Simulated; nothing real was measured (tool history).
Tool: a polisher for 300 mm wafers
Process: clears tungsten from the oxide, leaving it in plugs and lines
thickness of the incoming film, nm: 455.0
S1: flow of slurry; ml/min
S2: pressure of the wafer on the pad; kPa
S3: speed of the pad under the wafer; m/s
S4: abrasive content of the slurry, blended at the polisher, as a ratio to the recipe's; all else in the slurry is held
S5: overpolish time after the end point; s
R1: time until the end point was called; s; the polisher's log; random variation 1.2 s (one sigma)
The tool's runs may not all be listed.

{"run": 1, "day": 0.0, "S1": 165, "S2": 20.7, "S3": 1.1, "S4": 1.0, "S5": 4, "R1": 100.21}
{"run": 2, "day": 0.2, "S1": 205, "S2": 20.7, "S3": 1.1, "S4": 1.0, "S5": 4, "R1": 97.6}
{"run": 3, "day": 0.275, "S1": 170, "S2": 20.7, "S3": 1.1, "S4": 1.0, "S5": 4, "R1": 99.522}
{"run": 4, "day": 0.4, "S1": 170, "S2": 22.8, "S3": 1.12, "S4": 1.0, "S5": 4, "R1": 89.556}
{"run": 5, "day": 0.658, "S1": 170, "S2": 22.8, "S3": 1.12, "S4": 1.0, "S5": 4, "R1": 91.218}
{"run": 6, "day": 0.712, "S1": 170, "S2": 22.8, "S3": 1.12, "S4": 1.15, "S5": 4, "R1": 86.625}
{"run": 7, "day": 0.775, "S1": 170, "S2": 24.1, "S3": 1.14, "S4": 1.15, "S5": 4, "R1": 82.915}
{"run": 8, "day": 1.079, "S1": 170, "S2": 25.5, "S3": 1.16, "S4": 1.15, "S5": 4, "R1": 76.485}

The next listed run, before its measurement:
{"run": 9, "day": 1.283, "S1": 170, "S2": 26.2, "S3": 1.16, "S4": 1.15, "S5": 4, "R1": "?"}

R1: 71.953 s
